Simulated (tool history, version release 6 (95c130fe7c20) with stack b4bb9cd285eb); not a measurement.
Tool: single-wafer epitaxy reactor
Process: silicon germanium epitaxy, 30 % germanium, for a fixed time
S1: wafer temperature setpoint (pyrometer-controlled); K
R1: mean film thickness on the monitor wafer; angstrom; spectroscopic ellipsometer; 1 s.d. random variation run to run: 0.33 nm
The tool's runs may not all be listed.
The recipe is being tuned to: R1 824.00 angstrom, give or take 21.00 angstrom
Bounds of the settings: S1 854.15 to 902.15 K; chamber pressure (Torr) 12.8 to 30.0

Run 1, day 0.000: S1 878.15 K, chamber pressure (Torr) 21.4. Result: R1 610.64 angstrom.
Run 2, day 0.088: S1 883.15 K, chamber pressure (Torr) 21.6. Result: R1 679.32 angstrom.
Run 3, day 0.242: S1 875.15 K, chamber pressure (Torr) 21.6. Result: R1 580.05 angstrom.
Run 4, day 0.517: S1 880.15 K, chamber pressure (Torr) 21.8. Result: R1 649.11 angstrom.
Run 5, day 0.833: S1 883.15 K, chamber pressure (Torr) 21.9. Result: R1 689.78 angstrom.
Run 6, day 1.058: S1 885.15 K, chamber pressure (Torr) 22.0. Result: R1 712.49 angstrom.
Run 7, day 1.388: S1 887.15 K, chamber pressure (Torr) 22.1. Result: R1 746.32 angstrom.
Run 8, day 1.475: S1 888.15 K, chamber pressure (Torr) 22.1. Result: R1 764.13 angstrom.
Run 9, day 1.571: S1 893.15 K, chamber pressure (Torr) 22.3. Result: R1 843.69 angstrom.

Pick the move, out of 4, that brings all results within their allowed miss; only one does.
Run A, day 1.667: S1 889.15 K, chamber pressure (Torr) 24.8. Result: R1 ?.
Run B, day 1.667: S1 888.15 K, chamber pressure (Torr) 29.2. Result: R1 ?.
Run C, day 1.667: S1 897.15 K, chamber pressure (Torr) 22.4. Result: R1 ?.
Run D, day 1.667: S1 895.15 K, chamber pressure (Torr) 21.9. Result: R1 ?.

move      R1
   A  822.92
   B  863.65
   C  923.76
   D  879.72
A: meets every target
B: moves away from the targets compared with the last run
C: moves away from the targets compared with the last run
D: moves away from the targets compared with the last run
Move A is the one to make.
